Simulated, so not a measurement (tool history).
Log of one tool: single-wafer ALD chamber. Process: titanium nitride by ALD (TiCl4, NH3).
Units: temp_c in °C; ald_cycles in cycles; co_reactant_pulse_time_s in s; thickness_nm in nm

run	hour	temp_c	ald_cycles	co_reactant_pulse_time_s	thickness_nm
1	0.0	420	107	2.77	2.1865
2	7.3	416	106	2.46	2.1679
3	15.1	416	107	2.46	2.1955
4	18.0	421	106	2.59	2.1766
5	24.4	417	105	2.56	2.1389
6	30.6	409	105	2.56	2.1251
7	33.1	407	104	2.91	2.1325
8	36.4	405	104	2.57	2.1187
9	42.5	403	104	2.29	2.1082
10	51.1	402	104	2.06	2.0923
11	55.8	401	104	1.87	2.0831
12	61.5	400	104	1.72	2.0550
13	64.2	400	104	1.64	2.0523

The next listed run, before its measurement:
14	69.5	400	104	1.56	?

{"run 14": {"thickness_nm": 2.048}}

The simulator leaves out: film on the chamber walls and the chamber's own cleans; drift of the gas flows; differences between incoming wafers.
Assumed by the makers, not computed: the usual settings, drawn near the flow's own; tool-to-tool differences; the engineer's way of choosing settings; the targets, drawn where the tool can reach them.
